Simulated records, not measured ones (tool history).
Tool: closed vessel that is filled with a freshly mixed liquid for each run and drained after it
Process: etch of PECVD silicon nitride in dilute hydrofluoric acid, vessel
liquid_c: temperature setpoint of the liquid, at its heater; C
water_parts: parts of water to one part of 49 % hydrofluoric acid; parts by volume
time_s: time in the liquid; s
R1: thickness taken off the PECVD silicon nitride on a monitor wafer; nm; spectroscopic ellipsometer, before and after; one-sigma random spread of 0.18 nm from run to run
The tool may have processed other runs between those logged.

Run 1, day 0.000: liquid_c 21 C, water_parts 185 parts by volume, time_s 435 s. Result: R1 8.7283 nm.
Run 2, day 0.112: liquid_c 21 C, water_parts 185 parts by volume, time_s 435 s. Result: R1 8.9534 nm.
Run 3, day 0.467: liquid_c 21 C, water_parts 185 parts by volume, time_s 460 s. Result: R1 9.3057 nm.
Run 4, day 0.546: liquid_c 21 C, water_parts 185 parts by volume, time_s 435 s. Result: R1 8.7407 nm.
Run 5, day 0.817: liquid_c 21 C, water_parts 210 parts by volume, time_s 435 s. Result: R1 7.9016 nm.
Run 6, day 0.962: liquid_c 21 C, water_parts 210 parts by volume, time_s 460 s. Result: R1 8.2923 nm.

Expected results for the next run?
Run 7, day 1.179: liquid_c 22 C, water_parts 200 parts by volume, time_s 460 s. Result: R1 ?.

R1: 9.2081 nm
